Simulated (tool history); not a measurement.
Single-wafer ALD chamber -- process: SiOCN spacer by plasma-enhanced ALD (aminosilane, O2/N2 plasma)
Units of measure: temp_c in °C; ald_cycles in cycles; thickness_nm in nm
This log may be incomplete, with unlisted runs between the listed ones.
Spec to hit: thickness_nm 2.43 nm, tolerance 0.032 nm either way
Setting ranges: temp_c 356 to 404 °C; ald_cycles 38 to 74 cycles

run 1 day=0 | temp_c=380 ald_cycles=56 | thickness_nm=3.3112
run 2 day=0.229 | temp_c=389 ald_cycles=56 | thickness_nm=3.3336
run 3 day=0.375 | temp_c=389 ald_cycles=53 | thickness_nm=3.1444
run 4 day=0.608 | temp_c=384 ald_cycles=53 | thickness_nm=3.1478
run 5 day=0.854 | temp_c=384 ald_cycles=49 | thickness_nm=2.9086
run 6 day=0.888 | temp_c=384 ald_cycles=47 | thickness_nm=2.7833
run 7 day=1.033 | temp_c=384 ald_cycles=45 | thickness_nm=2.6756
run 8 day=1.338 | temp_c=384 ald_cycles=44 | thickness_nm=2.6136
run 9 day=1.696 | temp_c=384 ald_cycles=43 | thickness_nm=2.5423
run 10 day=1.729 | temp_c=384 ald_cycles=42 | thickness_nm=2.503
run 11 day=2 | temp_c=384 ald_cycles=42 | thickness_nm=2.4926

4 next moves are on the table. One of them brings every result within its allowed miss. Which?
run A day=2.271 | temp_c=378 ald_cycles=41 | thickness_nm=?
run B day=2.271 | temp_c=394 ald_cycles=42 | thickness_nm=?
run C day=2.271 | temp_c=388 ald_cycles=42 | thickness_nm=?
run D day=2.271 | temp_c=384 ald_cycles=43 | thickness_nm=?

move=A thickness_nm=2.43
move=B thickness_nm=2.4892
move=C thickness_nm=2.4892
move=D thickness_nm=2.5485
A: meets every target
B: nearer the targets than the last run, but a result is still out of spec
C: nearer the targets than the last run, but a result is still out of spec
D: the biggest miss grows against the last run
So the answer is move A, the one that meets all the targets.

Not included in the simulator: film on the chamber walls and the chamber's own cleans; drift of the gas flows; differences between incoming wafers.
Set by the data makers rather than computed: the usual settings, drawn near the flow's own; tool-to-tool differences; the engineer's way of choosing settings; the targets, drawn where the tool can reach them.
